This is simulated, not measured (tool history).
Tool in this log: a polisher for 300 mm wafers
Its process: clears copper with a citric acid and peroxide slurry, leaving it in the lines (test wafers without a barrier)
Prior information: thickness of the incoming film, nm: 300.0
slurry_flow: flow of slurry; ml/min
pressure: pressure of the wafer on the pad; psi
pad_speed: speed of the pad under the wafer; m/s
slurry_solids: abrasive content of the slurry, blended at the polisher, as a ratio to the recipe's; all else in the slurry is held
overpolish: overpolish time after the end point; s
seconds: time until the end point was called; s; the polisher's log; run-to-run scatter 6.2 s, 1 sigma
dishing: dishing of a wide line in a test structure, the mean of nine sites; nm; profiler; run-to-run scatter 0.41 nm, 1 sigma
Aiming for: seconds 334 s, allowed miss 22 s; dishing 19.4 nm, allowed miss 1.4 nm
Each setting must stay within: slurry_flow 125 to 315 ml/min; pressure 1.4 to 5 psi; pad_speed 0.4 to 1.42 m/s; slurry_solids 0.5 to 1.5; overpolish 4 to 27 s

run,hour,slurry_flow,pressure,pad_speed,slurry_solids,overpolish,seconds,dishing
1,0,205,3.2,0.9,1,14,175.04,22.033
2,4.8,205,3.2,0.9,1.15,14,167.84,22.62
3,8.9,205,2.8,0.88,1.15,15,196.9,20.543
4,15.1,205,2.5,0.88,1.15,16,220.1,19.589
5,16.8,205,2.3,0.88,1.15,17,234.14,19.752
6,21.4,205,2.1,0.88,1.15,18,253.15,18.47
7,29.1,205,2,0.88,1.15,19,269.34,18.751
8,32.9,205,1.9,0.88,1.15,20,277.32,19.196

Next run, 5 choices. One meets every target within its allowed miss, the rest don't. Which?
A,36.7,165,1.8,0.82,0.95,24,?,?
B,36.7,195,2.2,1.16,1.2,14,?,?
C,36.7,245,1.9,0.82,1.2,18,?,?
D,36.7,205,1.7,0.68,1.1,26,?,?
E,36.7,210,1.9,0.94,1.2,19,?,?

move,seconds,dishing
A,334.27,19.062
B,203.71,18.392
C,285.33,16.91
D,368.33,18.736
E,266.89,18.938
A: meets every target
B: the biggest miss grows against the last run
C: nearer than the last run, and not there yet
D: the result that was furthest off in the last run now lies on the other side of its target
E: the biggest miss grows against the last run
The right move is A.
